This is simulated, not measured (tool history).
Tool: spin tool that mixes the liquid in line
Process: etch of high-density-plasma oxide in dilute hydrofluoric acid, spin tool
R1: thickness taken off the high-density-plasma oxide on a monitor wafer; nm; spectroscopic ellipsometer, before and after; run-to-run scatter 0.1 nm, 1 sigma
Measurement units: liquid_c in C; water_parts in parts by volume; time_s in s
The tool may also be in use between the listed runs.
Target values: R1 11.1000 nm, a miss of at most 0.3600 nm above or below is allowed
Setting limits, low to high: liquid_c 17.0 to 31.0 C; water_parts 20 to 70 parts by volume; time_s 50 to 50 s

run 1 hour=0.0 | liquid_c=23.0 water_parts=40 time_s=50 | R1=6.5342
run 2 hour=8.0 | liquid_c=23.0 water_parts=30 time_s=50 | R1=8.8542
run 3 hour=9.1 | liquid_c=23.5 water_parts=30 time_s=50 | R1=8.9817
run 4 hour=13.9 | liquid_c=24.0 water_parts=30 time_s=50 | R1=9.3989
run 5 hour=16.7 | liquid_c=24.5 water_parts=30 time_s=50 | R1=9.3987
run 6 hour=21.1 | liquid_c=24.5 water_parts=30 time_s=50 | R1=9.4139
run 7 hour=24.6 | liquid_c=25.0 water_parts=30 time_s=50 | R1=9.6782
run 8 hour=31.6 | liquid_c=25.5 water_parts=30 time_s=50 | R1=9.7467
run 9 hour=35.2 | liquid_c=26.0 water_parts=30 time_s=50 | R1=10.0070
run 10 hour=39.8 | liquid_c=26.5 water_parts=30 time_s=50 | R1=10.2570
run 11 hour=46.6 | liquid_c=27.5 water_parts=30 time_s=50 | R1=10.6280

Exactly one of the 4 candidate moves below puts every result within its allowed miss. Which one?
run A hour=53.4 | liquid_c=26.5 water_parts=30 time_s=50 | R1=?
run B hour=53.4 | liquid_c=28.5 water_parts=30 time_s=50 | R1=?
run C hour=53.4 | liquid_c=29.5 water_parts=35 time_s=50 | R1=?
run D hour=53.4 | liquid_c=27.0 water_parts=30 time_s=50 | R1=?

move=A R1=10.2610
move=B R1=11.1320
move=C R1=9.8577
move=D R1=10.4730
A: lands further from the targets than the last run did
B: every result within its allowed miss
C: lands further from the targets than the last run did
D: lands further from the targets than the last run did
Move B is the one to make.
